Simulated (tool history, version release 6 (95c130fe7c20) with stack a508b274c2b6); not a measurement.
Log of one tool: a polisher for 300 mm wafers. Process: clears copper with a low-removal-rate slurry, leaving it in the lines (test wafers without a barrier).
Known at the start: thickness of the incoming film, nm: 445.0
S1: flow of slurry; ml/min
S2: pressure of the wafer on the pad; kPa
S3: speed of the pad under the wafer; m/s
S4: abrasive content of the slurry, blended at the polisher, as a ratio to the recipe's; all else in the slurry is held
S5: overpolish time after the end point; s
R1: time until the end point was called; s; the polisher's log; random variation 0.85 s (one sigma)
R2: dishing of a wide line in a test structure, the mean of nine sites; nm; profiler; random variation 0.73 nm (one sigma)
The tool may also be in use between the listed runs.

run  hour   S1    S2    S3    S4  S5      R1      R2
  1     0  160  22.8  1.14     1  24  94.874  67.231
  2   2.9  165  22.8  1.14     1  20  93.344  56.204
  3   7.8  170  22.8  1.14     1  18   95.05  54.307
  4   8.3  170  22.8  1.14  1.15  18  94.371  54.951
  5   8.9  135  22.8  1.14  1.15  18  96.692  53.807
  6  10.3  135  22.8  1.14     1  18  97.557  52.265
  7  12.2  140  23.4  1.14     1  16  95.271  49.406
  8  17.1  145  24.1  1.14     1  15  90.579  47.723

The next listed run, before its measurement:
  9  17.7  145  24.1  1.14   1  14   ?   ?

Run 9 gave R1 92.468 s, R2 45.45 nm.
